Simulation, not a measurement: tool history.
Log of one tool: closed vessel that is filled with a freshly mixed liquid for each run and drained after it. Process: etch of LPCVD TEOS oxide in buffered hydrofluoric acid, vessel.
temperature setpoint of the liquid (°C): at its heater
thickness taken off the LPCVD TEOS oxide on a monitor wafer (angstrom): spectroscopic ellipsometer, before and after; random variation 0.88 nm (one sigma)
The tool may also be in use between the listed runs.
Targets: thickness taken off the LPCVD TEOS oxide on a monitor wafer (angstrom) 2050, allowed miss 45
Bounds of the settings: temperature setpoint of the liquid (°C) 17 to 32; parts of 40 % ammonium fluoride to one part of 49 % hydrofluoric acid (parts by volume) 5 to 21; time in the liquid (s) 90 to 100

run    day  temperature setpoint of the liquid (°C)  parts of 40 % ammonium fluoride to one part of 49 % hydrofluoric acid (parts by volume)  time in the liquid (s)  thickness taken off the LPCVD TEOS oxide on a monitor wafer (angstrom)
  1      0                                       25                                                                                       13                      90                                                                  2271.8
  2  0.071                                       25                                                                                       13                      90                                                                  2263.1
  3  0.438                                     24.5                                                                                       13                      90                                                                  2212.8
  4  0.725                                     24.5                                                                                       10                      90                                                                  2861.6
  5  1.004                                     23.5                                                                                       10                      90                                                                  2715.7
  6  1.196                                     22.5                                                                                       10                      90                                                                  2539.4
  7  1.421                                     22.5                                                                                       10                      90                                                                  2572.8
  8  1.692                                     21.5                                                                                       10                      90                                                                  2440.1
  9  1.879                                     17.5                                                                                       10                      90                                                                    1940
 10  2.217                                       18                                                                                       10                      90                                                                  1991.7

Which of these 4 next moves meets every target?
  A  2.554                                       17                                                                                      9.5                      90                                                                       ?
  B  2.554                                     17.5                                                                                       10                      95                                                                       ?
  C  2.554                                       17                                                                                     10.5                      95                                                                       ?
  D  2.554                                     18.5                                                                                     11.5                      95                                                                       ?

move  thickness taken off the LPCVD TEOS oxide on a monitor wafer (angstrom)
   A                                                                  1931.4
   B                                                                  2030.8
   C                                                                  1882.1
   D                                                                  1875.5
A: further off than the last run
B: meets every target
C: further off than the last run
D: further off than the last run
Move B is the one to make.
